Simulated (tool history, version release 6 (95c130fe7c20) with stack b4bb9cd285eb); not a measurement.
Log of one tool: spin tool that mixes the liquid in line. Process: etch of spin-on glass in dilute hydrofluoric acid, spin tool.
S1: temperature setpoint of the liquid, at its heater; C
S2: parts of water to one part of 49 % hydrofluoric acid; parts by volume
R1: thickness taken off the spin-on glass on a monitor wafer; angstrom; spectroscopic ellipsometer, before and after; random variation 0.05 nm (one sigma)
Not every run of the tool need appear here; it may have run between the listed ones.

{"run": 1, "day": 0.0, "S1": 23, "S2": 230, "time under the liquid (s)": 75, "R1": 66.618}
{"run": 2, "day": 0.046, "S1": 23, "S2": 265, "time under the liquid (s)": 75, "R1": 55.438}
{"run": 3, "day": 0.162, "S1": 23, "S2": 325, "time under the liquid (s)": 75, "R1": 42.515}
{"run": 4, "day": 0.454, "S1": 25.5, "S2": 300, "time under the liquid (s)": 75, "R1": 51.749}
{"run": 5, "day": 0.7, "S1": 22, "S2": 300, "time under the liquid (s)": 75, "R1": 46.187}
{"run": 6, "day": 0.788, "S1": 19.5, "S2": 300, "time under the liquid (s)": 75, "R1": 42.606}
{"run": 7, "day": 1.121, "S1": 23.5, "S2": 240, "time under the liquid (s)": 75, "R1": 64.073}
{"run": 8, "day": 1.479, "S1": 25.5, "S2": 240, "time under the liquid (s)": 75, "R1": 68.692}
{"run": 9, "day": 1.629, "S1": 27, "S2": 240, "time under the liquid (s)": 75, "R1": 73.288}
{"run": 10, "day": 1.758, "S1": 27.5, "S2": 240, "time under the liquid (s)": 75, "R1": 74.107}

For run 11, what comes out?
{"run": 11, "day": 1.9, "S1": 28, "S2": 240, "time under the liquid (s)": 75, "R1": "?"}

R1: 76.093 angstrom
